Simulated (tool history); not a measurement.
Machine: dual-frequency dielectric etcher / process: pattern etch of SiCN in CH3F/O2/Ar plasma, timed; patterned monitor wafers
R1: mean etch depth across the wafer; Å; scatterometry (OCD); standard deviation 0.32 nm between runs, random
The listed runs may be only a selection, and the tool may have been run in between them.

run 1 hour=0 | source_power_(W)=380 bias_power_(W)=97 etch_time_(s)=140 | R1=571.46
run 2 hour=0.8 | source_power_(W)=360 bias_power_(W)=95 etch_time_(s)=140 | R1=548.93
run 3 hour=1.6 | source_power_(W)=360 bias_power_(W)=95 etch_time_(s)=146 | R1=578.44
run 4 hour=7.6 | source_power_(W)=360 bias_power_(W)=95 etch_time_(s)=146 | R1=573.29
run 5 hour=16.3 | source_power_(W)=360 bias_power_(W)=110 etch_time_(s)=146 | R1=625.93
run 6 hour=21.6 | source_power_(W)=310 bias_power_(W)=110 etch_time_(s)=146 | R1=607.39

Run 7 has not been measured yet. What should we expect?
run 7 hour=27.4 | source_power_(W)=300 bias_power_(W)=105 etch_time_(s)=145.5 | R1=?

Run 7 gave R1 580.59 Å.
